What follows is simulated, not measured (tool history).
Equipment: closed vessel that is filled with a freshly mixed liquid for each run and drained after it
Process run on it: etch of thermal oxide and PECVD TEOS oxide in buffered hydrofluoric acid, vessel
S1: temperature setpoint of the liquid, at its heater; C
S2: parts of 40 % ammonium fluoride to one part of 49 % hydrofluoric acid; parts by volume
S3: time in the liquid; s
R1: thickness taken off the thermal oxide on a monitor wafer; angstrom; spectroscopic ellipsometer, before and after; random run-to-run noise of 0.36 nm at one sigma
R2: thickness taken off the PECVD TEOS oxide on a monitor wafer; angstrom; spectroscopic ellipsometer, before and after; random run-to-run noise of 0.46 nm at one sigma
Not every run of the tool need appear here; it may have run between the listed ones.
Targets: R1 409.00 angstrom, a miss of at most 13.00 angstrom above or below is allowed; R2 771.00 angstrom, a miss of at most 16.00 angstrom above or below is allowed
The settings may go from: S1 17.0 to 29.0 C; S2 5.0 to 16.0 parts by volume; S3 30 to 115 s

run,hour,S1,S2,S3,R1,R2
1,0.0,21.0,9.5,60,593.39,1117.40
2,8.9,22.5,9.5,60,642.78,1228.90
3,10.3,21.0,10.0,60,573.30,1078.00
4,12.6,21.0,8.0,60,700.51,1316.60
5,20.5,24.5,8.0,60,846.83,1587.40
6,23.3,24.5,8.0,50,716.01,1334.60
7,31.6,22.5,8.5,50,597.57,1120.40
8,39.1,21.0,8.5,50,541.37,1031.90
9,45.2,17.0,9.5,50,390.61,741.34

4 next moves are on the table. One of them brings every result within its allowed miss. Which?
A,51.3,18.5,10.0,45,?,?
B,51.3,23.5,10.5,35,?,?
C,51.3,17.5,11.5,55,?,?
D,51.3,17.5,9.5,50,?,?

move,R1,R2
A,368.10,703.86
B,360.55,689.44
C,370.90,709.23
D,399.15,763.24
A: misses by more than the last run did
B: misses by more than the last run did
C: misses by more than the last run did
D: meets every target
The move that meets every target is D.
